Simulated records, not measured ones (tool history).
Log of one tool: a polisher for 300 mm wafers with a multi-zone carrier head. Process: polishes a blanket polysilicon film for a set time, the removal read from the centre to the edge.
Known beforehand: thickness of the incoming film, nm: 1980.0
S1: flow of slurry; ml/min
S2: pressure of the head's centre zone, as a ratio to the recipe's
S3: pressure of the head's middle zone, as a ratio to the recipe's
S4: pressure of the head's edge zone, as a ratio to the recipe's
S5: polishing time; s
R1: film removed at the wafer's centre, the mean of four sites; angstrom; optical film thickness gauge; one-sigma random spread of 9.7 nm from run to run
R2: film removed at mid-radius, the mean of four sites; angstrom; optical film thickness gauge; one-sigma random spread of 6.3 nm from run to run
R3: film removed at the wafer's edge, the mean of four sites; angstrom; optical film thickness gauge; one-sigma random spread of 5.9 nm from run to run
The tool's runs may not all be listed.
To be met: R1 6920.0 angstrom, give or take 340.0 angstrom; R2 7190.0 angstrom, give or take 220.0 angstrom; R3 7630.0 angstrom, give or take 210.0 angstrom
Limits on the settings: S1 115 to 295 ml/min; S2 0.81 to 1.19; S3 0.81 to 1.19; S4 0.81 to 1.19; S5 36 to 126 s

run  hour   S1    S2    S3    S4  S5      R1      R2      R3
  1   0.0  190  1.00  1.00  1.00  81  6234.6  6337.5  6369.6
  2   2.1  195  1.00  1.00  1.02  82  6432.6  6446.2  6513.2
  3   7.0  200  0.99  1.00  1.04  83  6449.5  6568.5  6677.7
  4  11.9  200  1.05  1.00  1.04  83  6846.5  6530.9  6720.8
  5  19.9  205  1.04  1.00  1.06  83  6854.3  6579.7  6739.1
  6  21.6  205  1.03  1.00  1.07  84  7015.2  6673.0  6884.4
  7  27.3  205  1.01  1.00  1.08  85  6989.9  6705.7  6973.4
  8  28.0  205  0.99  1.00  1.09  86  6831.8  6872.4  7099.5
  9  28.9  205  0.98  1.00  1.10  86  6759.6  6779.7  7083.2
 10  30.9  210  0.97  1.00  1.11  86  6533.8  6815.5  7166.7
 11  36.1  215  0.97  1.00  1.12  86  6725.3  6852.0  7146.1
 12  38.4  215  0.97  1.00  1.13  86  6720.4  6968.9  7192.6
 13  45.9  215  0.97  1.00  1.14  86  6535.8  6798.0  7360.6

Which of these 5 next moves meets every target?
  A  53.4  240  0.92  0.98  1.19  82   ?   ?   ?
  B  53.4  215  0.95  0.89  1.19  83   ?   ?   ?
  C  53.4  230  0.96  0.99  1.12  84   ?   ?   ?
  D  53.4  200  0.95  0.98  1.13  92   ?   ?   ?
  E  53.4  185  1.04  0.89  1.15  88   ?   ?   ?

move      R1      R2      R3
   A  6288.0  6666.6  7170.7
   B  6462.3  6214.9  7185.1
   C  6682.8  6839.8  7108.9
   D  7080.4  7289.2  7702.4
   E  7310.0  6433.0  7366.1
A: moves away from the targets compared with the last run
B: moves away from the targets compared with the last run
C: moves away from the targets compared with the last run
D: in spec on every target
E: moves away from the targets compared with the last run
D is the move that brings every result within its allowed miss.
